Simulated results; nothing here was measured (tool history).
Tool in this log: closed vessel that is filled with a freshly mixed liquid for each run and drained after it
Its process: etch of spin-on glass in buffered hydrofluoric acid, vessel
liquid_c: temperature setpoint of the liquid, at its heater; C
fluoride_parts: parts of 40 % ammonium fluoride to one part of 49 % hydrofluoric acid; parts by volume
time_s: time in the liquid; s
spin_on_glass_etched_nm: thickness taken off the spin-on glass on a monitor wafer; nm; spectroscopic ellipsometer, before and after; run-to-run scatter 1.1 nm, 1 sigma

run,hour,liquid_c,fluoride_parts,time_s,spin_on_glass_etched_nm
1,0,20,20,100,105.19
2,8.1,21,20,100,110.46
3,12.2,21,20,100,110.34
4,20,21,20,105,115.07
5,20.5,21.5,20,105,117.65
6,29,22.5,20,105,122.8
7,29.6,23,20,105,128.48
8,34.4,23.5,20,105,133.38

Predict the results of run 9:
# hour 41.3: thermometer replaced
9,41.3,24.5,20,105,?

spin_on_glass_etched_nm: 161.34 nm
